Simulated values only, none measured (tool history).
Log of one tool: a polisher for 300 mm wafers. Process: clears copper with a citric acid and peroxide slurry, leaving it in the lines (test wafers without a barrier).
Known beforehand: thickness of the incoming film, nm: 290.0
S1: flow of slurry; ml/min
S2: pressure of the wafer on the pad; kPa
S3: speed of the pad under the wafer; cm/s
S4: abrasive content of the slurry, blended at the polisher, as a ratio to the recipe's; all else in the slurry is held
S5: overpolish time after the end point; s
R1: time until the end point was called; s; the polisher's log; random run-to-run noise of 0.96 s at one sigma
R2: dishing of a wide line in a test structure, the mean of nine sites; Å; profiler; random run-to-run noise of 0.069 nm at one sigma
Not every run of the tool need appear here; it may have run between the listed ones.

run  hour   S1    S2   S3    S4  S5       R1       R2
  1   0.0  265  25.5  114  1.00  10   85.753  254.350
  2   5.9  265  21.4  114  1.00  10  102.960  208.940
  3   6.9  270  20.0  118  1.00   9  106.040  188.390
  4  13.4  225  20.0  118  1.00   9  106.110  185.150
  5  16.9  215  18.6  120  1.05   8  113.410  157.180
  6  25.6  205  17.2  124  1.10   7  117.640  134.980
  7  26.7  200  16.5  130  1.15   6  115.920  117.610
  8  29.8  195  15.9  136  1.20   6  116.730  116.230
  9  35.2  190  15.2  142  1.25   6  114.830  116.240
 10  41.8  185  14.5  146  1.30   6  120.480  116.240
 11  44.7  180  13.8  146  1.15   6  128.400  106.090
 12  49.2  175  13.8  152  1.20   6  124.050  110.470
 13  56.1  175  13.8  152  1.20   6  122.170  109.020
 14  59.7  175  13.8  156  1.10   6  124.430  109.990
 15  64.1  175  13.8  158  1.15   6  121.440  111.560
 16  70.9  175  13.8  160  1.20   6  116.450  116.280
 17  75.4  175  13.8  160  1.25   6  116.940  117.600

Predict the results of run 18:
 18  76.0  215  14.5  166  1.00   3   ?   ?

{"run 18": {"R1": 113.69, "R2": 62.178}}
